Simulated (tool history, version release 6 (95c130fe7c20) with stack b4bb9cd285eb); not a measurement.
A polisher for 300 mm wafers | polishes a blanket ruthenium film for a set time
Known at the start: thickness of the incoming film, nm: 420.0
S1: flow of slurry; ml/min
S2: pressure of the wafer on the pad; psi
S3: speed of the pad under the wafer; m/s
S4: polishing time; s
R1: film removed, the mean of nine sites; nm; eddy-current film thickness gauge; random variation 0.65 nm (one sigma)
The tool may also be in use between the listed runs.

run    day   S1   S2    S3  S4      R1
  1      0  135  2.1  1.14  86  95.142
  2  0.129  155  2.1  1.14  86  96.092
  3    0.2  155  2.1  1.14  86  95.737
  4   0.45  155  1.8   1.1  86  81.234
  5  0.592  155  1.8   1.1  86  83.114
  6  0.667  155  1.8  1.34  86  99.005

Forecast run 7:
  7  0.929  155  1.6  1.24  86   ?

Run 7 gave R1 84.615 nm.
